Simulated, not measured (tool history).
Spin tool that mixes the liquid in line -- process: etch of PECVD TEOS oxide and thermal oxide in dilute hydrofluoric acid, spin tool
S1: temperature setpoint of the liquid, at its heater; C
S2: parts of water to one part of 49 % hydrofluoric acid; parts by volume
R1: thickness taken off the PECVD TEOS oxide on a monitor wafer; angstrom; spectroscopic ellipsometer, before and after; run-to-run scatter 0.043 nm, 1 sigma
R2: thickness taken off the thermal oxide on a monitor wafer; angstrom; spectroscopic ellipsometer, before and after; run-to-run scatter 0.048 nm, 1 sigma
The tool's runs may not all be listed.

Run 1, hour 0.0: S1 22.0 C, S2 260 parts by volume, time under the liquid (s) 70. Result: R1 47.396 angstrom, R2 9.8758 angstrom.
Run 2, hour 3.5: S1 22.0 C, S2 340 parts by volume, time under the liquid (s) 70. Result: R1 33.157 angstrom, R2 7.4496 angstrom.
Run 3, hour 9.4: S1 22.0 C, S2 340 parts by volume, time under the liquid (s) 95. Result: R1 44.898 angstrom, R2 9.6908 angstrom.
Run 4, hour 16.5: S1 22.0 C, S2 285 parts by volume, time under the liquid (s) 95. Result: R1 57.640 angstrom, R2 12.7010 angstrom.
Run 5, hour 23.5: S1 20.0 C, S2 285 parts by volume, time under the liquid (s) 95. Result: R1 53.136 angstrom, R2 11.8410 angstrom.
At hour 26.5: thermometer replaced.
Run 6, hour 26.5: S1 20.5 C, S2 285 parts by volume, time under the liquid (s) 95. Result: R1 51.824 angstrom, R2 10.6260 angstrom.
Run 7, hour 31.6: S1 21.0 C, S2 285 parts by volume, time under the liquid (s) 95. Result: R1 52.163 angstrom, R2 11.2220 angstrom.
Run 8, hour 37.8: S1 22.0 C, S2 285 parts by volume, time under the liquid (s) 95. Result: R1 53.554 angstrom, R2 11.5140 angstrom.
Run 9, hour 38.6: S1 26.0 C, S2 280 parts by volume, time under the liquid (s) 95. Result: R1 63.674 angstrom, R2 14.4280 angstrom.

Forecast run 10:
Run 10, hour 47.4: S1 26.0 C, S2 280 parts by volume, time under the liquid (s) 95. Result: R1 ?, R2 ?.

{"run 10": {"R1": 63.395, "R2": 13.683}}
